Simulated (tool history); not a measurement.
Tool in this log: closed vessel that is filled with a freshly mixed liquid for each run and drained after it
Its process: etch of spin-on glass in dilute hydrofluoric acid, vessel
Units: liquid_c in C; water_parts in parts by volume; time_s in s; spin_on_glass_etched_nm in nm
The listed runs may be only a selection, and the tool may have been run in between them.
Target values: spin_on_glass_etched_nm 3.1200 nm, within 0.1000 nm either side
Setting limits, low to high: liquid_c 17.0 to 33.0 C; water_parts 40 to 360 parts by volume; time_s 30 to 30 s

run	day	liquid_c	water_parts	time_s	spin_on_glass_etched_nm
1	0.000	25.0	200	30	4.7961
2	0.304	27.5	200	30	5.3094
3	0.679	25.5	205	30	4.7744
4	0.779	25.5	205	30	4.8218
5	0.958	25.5	205	30	4.7411
6	1.196	22.5	205	30	4.2748
7	1.242	21.5	210	30	3.9968
8	1.492	20.5	215	30	3.7817
9	1.817	20.0	220	30	3.6191
10	1.862	19.5	220	30	3.5473
11	2.004	19.0	220	30	3.5107
12	2.229	18.5	220	30	3.3906

4 next moves are on the table. One of them brings every result within its allowed miss. Which?
A	2.454	19.0	225	30	?
B	2.454	19.5	255	30	?
C	2.454	19.5	240	30	?
D	2.454	20.5	235	30	?

move	spin_on_glass_etched_nm
A	3.3634
B	2.9418
C	3.1693
D	3.3773
A: nearer than the last run, and not there yet
B: takes the biggest miss from the last run beyond its target
C: meets every target
D: about the same distance from the targets as the last run
The right move is C.
